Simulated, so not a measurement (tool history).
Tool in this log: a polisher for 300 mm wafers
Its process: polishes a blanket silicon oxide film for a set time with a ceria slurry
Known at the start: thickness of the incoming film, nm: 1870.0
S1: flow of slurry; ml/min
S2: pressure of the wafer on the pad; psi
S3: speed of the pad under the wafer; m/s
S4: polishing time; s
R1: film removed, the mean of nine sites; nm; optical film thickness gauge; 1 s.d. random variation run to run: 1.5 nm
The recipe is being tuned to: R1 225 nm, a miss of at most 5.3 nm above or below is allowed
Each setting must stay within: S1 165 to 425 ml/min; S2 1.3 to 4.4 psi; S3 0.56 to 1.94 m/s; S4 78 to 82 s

run  hour   S1   S2    S3  S4      R1
  1     0  275  2.8  1.24  78  365.35
  2     4  275  2.8  1.24  78  364.92
  3   7.2  275  3.4  1.24  78  435.28
  4  10.3  335  3.4  1.24  78  438.85
  5  17.5  335    3  1.22  78  390.77
  6  25.1  335  3.5  1.22  78  444.89
  7  27.6  335  3.5  1.22  78  446.48
  8  30.7  335  3.1   1.2  78  394.56

Of the 4 settings listed for the next run, only one would bring every result within its allowed miss of target. Which one?
  A  33.8  345  2.3  0.84  78   ?
  B  33.8  335  2.4  0.76  78   ?
  C  33.8  300  2.5  0.72  78   ?
  D  33.8  325  2.6   0.8  78   ?

move      R1
   A  226.98
   B  216.38
   C  212.66
   D  240.69
A: hits every target within its allowed miss
B: moves the result that the last run missed by most past its target, out the other side
C: moves the result that the last run missed by most past its target, out the other side
D: better than the last run, though not everything is in spec
Correct choice: A, which meets every target
